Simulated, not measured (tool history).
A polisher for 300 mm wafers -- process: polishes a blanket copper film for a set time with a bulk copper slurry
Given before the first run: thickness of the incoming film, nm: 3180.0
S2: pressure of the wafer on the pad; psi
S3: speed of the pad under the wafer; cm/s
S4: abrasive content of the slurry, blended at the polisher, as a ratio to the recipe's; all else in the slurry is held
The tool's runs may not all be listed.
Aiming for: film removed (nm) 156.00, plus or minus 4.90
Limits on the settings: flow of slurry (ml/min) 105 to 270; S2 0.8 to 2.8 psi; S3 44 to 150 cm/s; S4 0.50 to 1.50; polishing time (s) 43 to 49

{"run": 1, "hour": 0.0, "flow of slurry (ml/min)": 175, "S2": 1.8, "S3": 96, "S4": 1.0, "polishing time (s)": 49, "film removed (nm)": 224.78}
{"run": 2, "hour": 2.9, "flow of slurry (ml/min)": 170, "S2": 1.6, "S3": 96, "S4": 1.0, "polishing time (s)": 49, "film removed (nm)": 202.29}
{"run": 3, "hour": 9.6, "flow of slurry (ml/min)": 170, "S2": 1.6, "S3": 96, "S4": 0.8, "polishing time (s)": 49, "film removed (nm)": 194.62}
{"run": 4, "hour": 15.8, "flow of slurry (ml/min)": 165, "S2": 1.5, "S3": 96, "S4": 0.8, "polishing time (s)": 49, "film removed (nm)": 182.05}
{"run": 5, "hour": 24.3, "flow of slurry (ml/min)": 165, "S2": 1.1, "S3": 96, "S4": 0.8, "polishing time (s)": 49, "film removed (nm)": 136.0}
{"run": 6, "hour": 27.4, "flow of slurry (ml/min)": 165, "S2": 1.1, "S3": 84, "S4": 0.8, "polishing time (s)": 49, "film removed (nm)": 119.35}
{"run": 7, "hour": 34.0, "flow of slurry (ml/min)": 170, "S2": 1.2, "S3": 84, "S4": 0.8, "polishing time (s)": 49, "film removed (nm)": 130.04}
{"run": 8, "hour": 36.6, "flow of slurry (ml/min)": 170, "S2": 1.2, "S3": 84, "S4": 0.8, "polishing time (s)": 49, "film removed (nm)": 129.08}
{"run": 9, "hour": 39.7, "flow of slurry (ml/min)": 175, "S2": 1.3, "S3": 84, "S4": 0.8, "polishing time (s)": 49, "film removed (nm)": 141.91}

4 candidate next runs follow, results not yet known. Just one meets every target within its allowed miss. Identify it.
{"run": "A", "hour": 42.8, "flow of slurry (ml/min)": 150, "S2": 1.2, "S3": 92, "S4": 0.75, "polishing time (s)": 44, "film removed (nm)": "?"}
{"run": "B", "hour": 42.8, "flow of slurry (ml/min)": 150, "S2": 1.3, "S3": 80, "S4": 0.75, "polishing time (s)": 48, "film removed (nm)": "?"}
{"run": "C", "hour": 42.8, "flow of slurry (ml/min)": 200, "S2": 1.1, "S3": 112, "S4": 0.75, "polishing time (s)": 49, "film removed (nm)": "?"}
{"run": "D", "hour": 42.8, "flow of slurry (ml/min)": 160, "S2": 1.5, "S3": 78, "S4": 0.7, "polishing time (s)": 43, "film removed (nm)": "?"}

move=A film_removed_(nm)=123.27
move=B film_removed_(nm)=129.21
move=C film_removed_(nm)=154.44
move=D film_removed_(nm)=129.31
A: its largest miss is bigger than the last run's
B: its largest miss is bigger than the last run's
C: every result lands within tolerance
D: its largest miss is bigger than the last run's
The right move is C.

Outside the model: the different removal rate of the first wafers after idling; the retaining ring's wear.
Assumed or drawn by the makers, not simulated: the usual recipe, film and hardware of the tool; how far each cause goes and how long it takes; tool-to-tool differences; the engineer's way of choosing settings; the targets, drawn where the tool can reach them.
